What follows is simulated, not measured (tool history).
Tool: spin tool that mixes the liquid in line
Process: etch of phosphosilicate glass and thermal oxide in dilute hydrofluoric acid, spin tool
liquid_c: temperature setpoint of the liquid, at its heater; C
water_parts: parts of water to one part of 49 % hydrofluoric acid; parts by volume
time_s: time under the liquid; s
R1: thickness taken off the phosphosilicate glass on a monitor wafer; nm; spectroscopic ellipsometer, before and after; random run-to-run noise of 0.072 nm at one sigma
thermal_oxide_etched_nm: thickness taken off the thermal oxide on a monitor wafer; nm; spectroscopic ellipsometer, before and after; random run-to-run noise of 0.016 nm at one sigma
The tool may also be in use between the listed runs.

Run 1, hour 0: liquid_c 22 C, water_parts 135 parts by volume, time_s 30 s. Result: R1 20.97 nm, thermal_oxide_etched_nm 0.94177 nm.
Run 2, hour 5.2: liquid_c 22 C, water_parts 135 parts by volume, time_s 40 s. Result: R1 27.657 nm, thermal_oxide_etched_nm 1.2449 nm.
Run 3, hour 11: liquid_c 20 C, water_parts 135 parts by volume, time_s 40 s. Result: R1 25.544 nm, thermal_oxide_etched_nm 1.2668 nm.
Run 4, hour 16: liquid_c 20 C, water_parts 135 parts by volume, time_s 30 s. Result: R1 19.113 nm, thermal_oxide_etched_nm 0.85561 nm.
Run 5, hour 24.2: liquid_c 20 C, water_parts 135 parts by volume, time_s 20 s. Result: R1 12.736 nm, thermal_oxide_etched_nm 0.60265 nm.
Run 6, hour 28: liquid_c 20 C, water_parts 135 parts by volume, time_s 15 s. Result: R1 9.5306 nm, thermal_oxide_etched_nm 0.41908 nm.
Run 7, hour 28.9: liquid_c 19.5 C, water_parts 135 parts by volume, time_s 15 s. Result: R1 9.2268 nm, thermal_oxide_etched_nm 0.45671 nm.

Run 8 is up next; what results do you expect?
Run 8, hour 36.2: liquid_c 19.5 C, water_parts 140 parts by volume, time_s 15 s. Result: R1 ?, thermal_oxide_etched_nm ?.

R1: 8.9165 nm
thermal_oxide_etched_nm: 0.42722 nm
